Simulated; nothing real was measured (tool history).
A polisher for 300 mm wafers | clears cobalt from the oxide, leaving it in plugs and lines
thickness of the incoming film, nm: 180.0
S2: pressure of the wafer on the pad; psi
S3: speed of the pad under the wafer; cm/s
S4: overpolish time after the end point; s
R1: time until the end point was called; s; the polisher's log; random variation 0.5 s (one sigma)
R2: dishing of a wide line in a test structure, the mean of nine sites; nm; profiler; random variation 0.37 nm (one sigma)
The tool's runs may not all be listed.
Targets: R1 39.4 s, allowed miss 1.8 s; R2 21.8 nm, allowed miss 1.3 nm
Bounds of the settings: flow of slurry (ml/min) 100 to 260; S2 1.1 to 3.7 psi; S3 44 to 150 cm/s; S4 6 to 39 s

{"run": 1, "day": 0.0, "flow of slurry (ml/min)": 165, "S2": 2.4, "S3": 96, "S4": 20, "R1": 42.502, "R2": 42.886}
{"run": 2, "day": 0.212, "flow of slurry (ml/min)": 165, "S2": 2.4, "S3": 96, "S4": 13, "R1": 42.899, "R2": 34.094}
{"run": 3, "day": 0.238, "flow of slurry (ml/min)": 165, "S2": 2.6, "S3": 96, "S4": 13, "R1": 40.496, "R2": 35.266}
{"run": 4, "day": 0.538, "flow of slurry (ml/min)": 165, "S2": 2.6, "S3": 108, "S4": 13, "R1": 35.427, "R2": 37.438}
{"run": 5, "day": 0.658, "flow of slurry (ml/min)": 175, "S2": 2.6, "S3": 106, "S4": 12, "R1": 36.231, "R2": 35.458}
{"run": 6, "day": 1.0, "flow of slurry (ml/min)": 175, "S2": 2.6, "S3": 106, "S4": 16, "R1": 35.897, "R2": 41.239}
{"run": 7, "day": 1.171, "flow of slurry (ml/min)": 165, "S2": 2.6, "S3": 106, "S4": 15, "R1": 37.285, "R2": 40.276}
{"run": 8, "day": 1.383, "flow of slurry (ml/min)": 165, "S2": 2.6, "S3": 106, "S4": 15, "R1": 37.009, "R2": 39.147}
{"run": 9, "day": 1.425, "flow of slurry (ml/min)": 165, "S2": 2.6, "S3": 106, "S4": 15, "R1": 36.576, "R2": 39.755}
{"run": 10, "day": 1.604, "flow of slurry (ml/min)": 175, "S2": 2.6, "S3": 104, "S4": 14, "R1": 36.962, "R2": 37.889}
{"run": 11, "day": 1.954, "flow of slurry (ml/min)": 185, "S2": 2.6, "S3": 102, "S4": 13, "R1": 37.503, "R2": 37.275}
{"run": 12, "day": 2.208, "flow of slurry (ml/min)": 175, "S2": 2.5, "S3": 104, "S4": 12, "R1": 37.921, "R2": 35.125}
{"run": 13, "day": 2.483, "flow of slurry (ml/min)": 180, "S2": 2.4, "S3": 106, "S4": 11, "R1": 38.01, "R2": 33.9}
{"run": 14, "day": 2.717, "flow of slurry (ml/min)": 185, "S2": 2.3, "S3": 108, "S4": 10, "R1": 38.086, "R2": 31.618}
{"run": 15, "day": 2.85, "flow of slurry (ml/min)": 195, "S2": 2.2, "S3": 110, "S4": 10, "R1": 38.84, "R2": 30.42}

Which of these 4 next moves meets every target?
{"run": "A", "day": 2.983, "flow of slurry (ml/min)": 170, "S2": 2.2, "S3": 110, "S4": 23, "R1": "?", "R2": "?"}
{"run": "B", "day": 2.983, "flow of slurry (ml/min)": 195, "S2": 2.1, "S3": 106, "S4": 17, "R1": "?", "R2": "?"}
{"run": "C", "day": 2.983, "flow of slurry (ml/min)": 210, "S2": 2, "S3": 116, "S4": 6, "R1": "?", "R2": "?"}
{"run": "D", "day": 2.983, "flow of slurry (ml/min)": 185, "S2": 2, "S3": 118, "S4": 12, "R1": "?", "R2": "?"}

move=A R1=39.195 R2=45.001
move=B R1=41.237 R2=39.625
move=C R1=38.775 R2=21.898
move=D R1=38.793 R2=34.41
A: further off than the last run
B: further off than the last run
C: meets every target
D: further off than the last run
Answer: C
